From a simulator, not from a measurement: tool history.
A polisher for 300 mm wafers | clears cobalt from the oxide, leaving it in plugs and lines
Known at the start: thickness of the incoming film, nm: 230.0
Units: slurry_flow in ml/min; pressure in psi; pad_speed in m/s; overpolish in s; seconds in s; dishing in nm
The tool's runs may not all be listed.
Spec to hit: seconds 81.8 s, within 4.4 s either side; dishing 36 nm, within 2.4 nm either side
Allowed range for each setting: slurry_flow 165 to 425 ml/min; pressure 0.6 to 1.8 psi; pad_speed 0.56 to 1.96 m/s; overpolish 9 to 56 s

run,hour,slurry_flow,pressure,pad_speed,overpolish,seconds,dishing
1,0,275,1.2,1.26,29,57.541,41.004
2,4.2,275,1.1,1.26,29,61.815,40.509
3,9.8,275,1.1,1.26,37,60.936,42.612
4,12.8,275,1,1.24,33,66.174,39.132
5,21.7,275,0.9,1.22,34,73.432,40.61
# hour 23.2: worn pad replaced by a new one
6,23.2,275,0.9,1.48,34,60.09,42.006
7,28.1,275,0.8,1.44,31,65.37,40.186
8,34.5,275,0.8,1.44,31,66.43,39.788
9,36.5,275,0.7,1.42,29,72.379,39.17
10,40.3,275,0.7,1.4,26,73.052,36.153

Which of these 5 next moves meets every target?
A,44.1,335,0.8,1.44,22,?,?
B,44.1,290,0.7,1.5,24,?,?
C,44.1,195,0.8,1.44,24,?,?
D,44.1,295,0.6,1.16,28,?,?
E,44.1,260,0.6,1.48,28,?,?

move,seconds,dishing
A,67.021,36.28
B,72.77,36.39
C,71.515,36.608
D,95.182,34.797
E,82.609,36.871
A: the biggest miss grows against the last run
B: no better and no worse than the last run
C: the biggest miss grows against the last run
D: moves the result that the last run missed by most past its target, out the other side
E: each result inside its tolerance
E meets every target.

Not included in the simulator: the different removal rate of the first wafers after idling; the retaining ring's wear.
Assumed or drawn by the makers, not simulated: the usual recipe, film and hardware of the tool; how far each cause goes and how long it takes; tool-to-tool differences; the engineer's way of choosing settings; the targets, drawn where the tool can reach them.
